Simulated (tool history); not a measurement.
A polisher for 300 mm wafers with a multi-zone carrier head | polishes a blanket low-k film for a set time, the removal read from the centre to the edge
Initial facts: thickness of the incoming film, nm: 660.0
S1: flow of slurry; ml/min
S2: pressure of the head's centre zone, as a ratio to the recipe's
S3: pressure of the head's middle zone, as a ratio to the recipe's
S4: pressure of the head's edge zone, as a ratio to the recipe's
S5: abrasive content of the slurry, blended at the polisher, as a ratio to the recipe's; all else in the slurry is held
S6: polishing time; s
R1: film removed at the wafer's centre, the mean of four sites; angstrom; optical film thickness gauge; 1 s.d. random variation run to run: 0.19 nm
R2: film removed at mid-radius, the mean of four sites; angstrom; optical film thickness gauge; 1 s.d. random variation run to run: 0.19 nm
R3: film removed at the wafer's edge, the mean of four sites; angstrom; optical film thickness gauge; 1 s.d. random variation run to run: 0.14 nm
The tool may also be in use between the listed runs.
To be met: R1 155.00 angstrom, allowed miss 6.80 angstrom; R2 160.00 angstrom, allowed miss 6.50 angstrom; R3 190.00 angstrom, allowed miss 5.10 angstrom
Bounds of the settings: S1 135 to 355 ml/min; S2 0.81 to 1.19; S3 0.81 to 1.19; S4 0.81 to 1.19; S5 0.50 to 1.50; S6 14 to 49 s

| run | hour | S1 | S2 | S3 | S4 | S5 | S6 | R1 | R2 | R3 |
|---|---|---|---|---|---|---|---|---|---|---|
| 1 | 0.0 | 225 | 1.00 | 1.00 | 1.00 | 1.00 | 31 | 197.47 | 195.98 | 207.06 |
| 2 | 2.0 | 215 | 0.97 | 0.97 | 0.99 | 1.00 | 31 | 188.03 | 192.74 | 203.48 |
| 3 | 2.5 | 215 | 0.97 | 0.97 | 1.02 | 1.00 | 31 | 189.89 | 194.85 | 205.65 |
| 4 | 7.9 | 185 | 0.97 | 0.97 | 1.02 | 1.00 | 31 | 186.25 | 184.25 | 199.09 |
| 5 | 9.0 | 175 | 0.95 | 0.94 | 1.03 | 1.00 | 31 | 178.94 | 181.28 | 204.15 |
| 6 | 13.2 | 225 | 0.95 | 0.94 | 1.03 | 1.00 | 31 | 185.85 | 193.79 | 209.35 |
| 7 | 15.8 | 210 | 0.94 | 0.92 | 1.02 | 1.00 | 31 | 184.12 | 185.85 | 204.85 |
| 8 | 23.3 | 170 | 0.84 | 0.84 | 1.01 | 0.90 | 31 | 146.89 | 157.53 | 185.83 |

Which single option among these 5 for the next run brings every result within its allowed miss of target? Just one does.
| A | 30.8 | 170 | 0.85 | 0.81 | 0.98 | 0.85 | 34 | ? | ? | ? |
| B | 30.8 | 135 | 0.94 | 0.81 | 1.03 | 0.85 | 35 | ? | ? | ? |
| C | 30.8 | 165 | 0.98 | 0.95 | 1.07 | 0.80 | 31 | ? | ? | ? |
| D | 30.8 | 150 | 0.81 | 0.84 | 0.91 | 1.15 | 27 | ? | ? | ? |
| E | 30.8 | 190 | 0.87 | 0.89 | 0.96 | 0.95 | 29 | ? | ? | ? |

| move | R1 | R2 | R3 |
|---|---|---|---|
| A | 157.62 | 162.82 | 191.84 |
| B | 169.26 | 158.99 | 194.90 |
| C | 156.86 | 154.88 | 172.68 |
| D | 141.35 | 157.28 | 176.26 |
| E | 152.97 | 163.04 | 178.41 |
A: all results land within tolerance of their targets
B: takes the biggest miss from the last run beyond its target
C: corrects the largest miss of the last run, while another result sits out of spec
D: its largest miss is bigger than the last run's
E: corrects the largest miss of the last run, while another result sits out of spec
Correct choice: A, which meets every target
